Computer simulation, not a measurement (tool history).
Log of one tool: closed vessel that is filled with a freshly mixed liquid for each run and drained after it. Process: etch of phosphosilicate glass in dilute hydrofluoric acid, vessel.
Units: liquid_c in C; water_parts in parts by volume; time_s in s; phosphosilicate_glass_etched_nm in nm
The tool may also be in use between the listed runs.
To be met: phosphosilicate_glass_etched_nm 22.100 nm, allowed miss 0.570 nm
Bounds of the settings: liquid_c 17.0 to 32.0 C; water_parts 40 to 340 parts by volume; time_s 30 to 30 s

run,hour,liquid_c,water_parts,time_s,phosphosilicate_glass_etched_nm
1,0.0,24.0,190,30,27.875
2,1.2,22.0,190,30,25.348
3,5.9,21.0,190,30,24.595
4,8.7,21.0,130,30,38.230
5,16.8,20.0,150,30,30.856
6,21.6,19.0,160,30,27.486
7,22.8,18.5,165,30,26.477
8,25.8,17.0,190,30,20.647
9,27.2,17.5,190,30,21.635
# hour 30.0: thermometer replaced
10,30.0,18.0,190,30,23.845
11,38.4,17.5,195,30,23.006

Which of these 4 next moves meets every target?
A,46.8,20.0,200,30,?
B,46.8,17.0,195,30,?
C,46.8,17.0,185,30,?
D,46.8,17.5,180,30,?

move,phosphosilicate_glass_etched_nm
A,23.981
B,21.965
C,23.367
D,24.619
A: further off than the last run
B: meets every target
C: further off than the last run
D: further off than the last run
The right move is B.
